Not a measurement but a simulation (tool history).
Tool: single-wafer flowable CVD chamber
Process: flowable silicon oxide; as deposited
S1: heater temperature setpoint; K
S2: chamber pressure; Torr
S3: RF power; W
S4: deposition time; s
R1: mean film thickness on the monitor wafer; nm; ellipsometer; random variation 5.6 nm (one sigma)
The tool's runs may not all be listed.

run  hour      S1    S2    S3    S4       R1
  1   0.0  373.15  1.04  1940  1071   813.35
  2   0.9  364.15  1.04  1940  1071  1058.40
  3   8.3  364.15  1.04  1685  1071  1027.80
  4  12.6  364.15  1.04  1685  1104  1059.60
  5  14.0  357.15  1.04  1685  1104  1288.10
  6  21.3  357.15  1.04  1815  1104  1292.10
  7  26.9  358.15  1.04  1815  1104  1271.90

Run 8 comes next. What will it give?
  8  34.6  359.15  1.04  1815  1104   ?

{"run 8": {"R1": 1247.4}}

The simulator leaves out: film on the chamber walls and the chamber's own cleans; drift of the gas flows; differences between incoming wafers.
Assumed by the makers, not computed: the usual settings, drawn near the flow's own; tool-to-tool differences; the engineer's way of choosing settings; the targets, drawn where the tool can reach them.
